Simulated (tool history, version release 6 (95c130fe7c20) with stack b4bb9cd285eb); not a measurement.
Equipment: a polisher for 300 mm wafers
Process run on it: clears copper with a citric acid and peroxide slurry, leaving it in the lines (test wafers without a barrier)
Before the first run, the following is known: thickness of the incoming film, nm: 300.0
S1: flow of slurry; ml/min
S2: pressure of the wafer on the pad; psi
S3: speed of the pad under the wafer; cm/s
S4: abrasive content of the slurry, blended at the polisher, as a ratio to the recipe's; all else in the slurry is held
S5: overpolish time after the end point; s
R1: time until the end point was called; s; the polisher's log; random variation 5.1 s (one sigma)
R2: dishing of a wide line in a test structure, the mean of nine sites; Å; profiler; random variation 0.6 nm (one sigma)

run 1 day=0 | S1=230 S2=2.2 S3=134 S4=1 S5=20 | R1=171.52 R2=317.22
run 2 day=0.029 | S1=230 S2=2 S3=132 S4=1 S5=22 | R1=184.31 R2=295.93
run 3 day=0.112 | S1=230 S2=2 S3=132 S4=1.1 S5=22 | R1=177.78 R2=296.66
run 4 day=0.479 | S1=225 S2=1.8 S3=130 S4=1.05 S5=24 | R1=199.11 R2=294.23
run 5 day=0.583 | S1=175 S2=1.8 S3=130 S4=1.05 S5=24 | R1=205.09 R2=292.82
run 6 day=0.871 | S1=175 S2=2.3 S3=130 S4=1.05 S5=24 | R1=174.54 R2=342.12
run 7 day=1.146 | S1=170 S2=2.1 S3=128 S4=1 S5=25 | R1=191.04 R2=328.64
run 8 day=1.246 | S1=165 S2=1.9 S3=126 S4=0.95 S5=26 | R1=210.32 R2=313.46
run 9 day=1.579 | S1=160 S2=1.8 S3=124 S4=0.95 S5=27 | R1=223.05 R2=309.87
run 10 day=1.608 | S1=155 S2=1.7 S3=122 S4=0.95 S5=28 | R1=236.66 R2=279.42
run 11 day=1.862 | S1=155 S2=1.6 S3=122 S4=0.95 S5=30 | R1=253.45 R2=297.93
run 12 day=1.954 | S1=155 S2=1.5 S3=122 S4=0.95 S5=31 | R1=256.68 R2=288.02
run 13 day=2.154 | S1=155 S2=1.4 S3=122 S4=0.95 S5=32 | R1=282.54 R2=292.19

Predict the results of run 14:
run 14 day=2.3 | S1=155 S2=1.2 S3=122 S4=0.95 S5=33 | R1=? R2=?

R1: 303.87 s
R2: 267.63 Å
